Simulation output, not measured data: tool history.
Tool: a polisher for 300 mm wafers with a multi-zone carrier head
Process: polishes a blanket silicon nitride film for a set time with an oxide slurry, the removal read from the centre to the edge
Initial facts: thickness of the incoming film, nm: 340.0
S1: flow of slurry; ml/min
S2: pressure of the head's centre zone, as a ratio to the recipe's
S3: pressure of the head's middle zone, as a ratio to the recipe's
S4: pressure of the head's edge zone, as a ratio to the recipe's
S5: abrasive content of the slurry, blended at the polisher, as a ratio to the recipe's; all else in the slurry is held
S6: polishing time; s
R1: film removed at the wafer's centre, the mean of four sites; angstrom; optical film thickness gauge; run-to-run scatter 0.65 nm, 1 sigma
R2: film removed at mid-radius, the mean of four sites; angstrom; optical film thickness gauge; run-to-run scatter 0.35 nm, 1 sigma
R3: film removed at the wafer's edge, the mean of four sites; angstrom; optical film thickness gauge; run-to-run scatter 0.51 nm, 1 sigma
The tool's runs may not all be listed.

run	hour	S1	S2	S3	S4	S5	S6	R1	R2	R3
1	0	245	1	1	1	1	83	369	378.75	369
2	1.8	245	1.08	1	1	1	83	394.4	375.91	369.75
3	9.2	245	1.08	1	1.02	1.05	84	404.35	389.66	383.93
4	17.8	250	1.09	1	1.03	1.1	85	412.45	401.05	399.63
5	25.9	250	1.09	1	1.03	0.9	85	385.56	369.47	373.29
# hour 32.1: worn pad replaced by a new one
6	32.1	250	1.09	0.96	1.03	0.9	85	452.82	417.76	426.62
7	35.9	260	1.08	0.95	1.03	0.9	85	460.27	419.28	436.24
8	42.9	330	1.08	1.01	1.13	1.15	86	519.82	500.5	508.47
9	48	335	1.08	1	1.13	1.15	86	521.78	493.59	504.04

What does the tool deliver on the next run?
10	53.9	335	1.08	1	1.13	1.15	86	?	?	?

R1: 521.88 angstrom
R2: 489.87 angstrom
R3: 515.61 angstrom
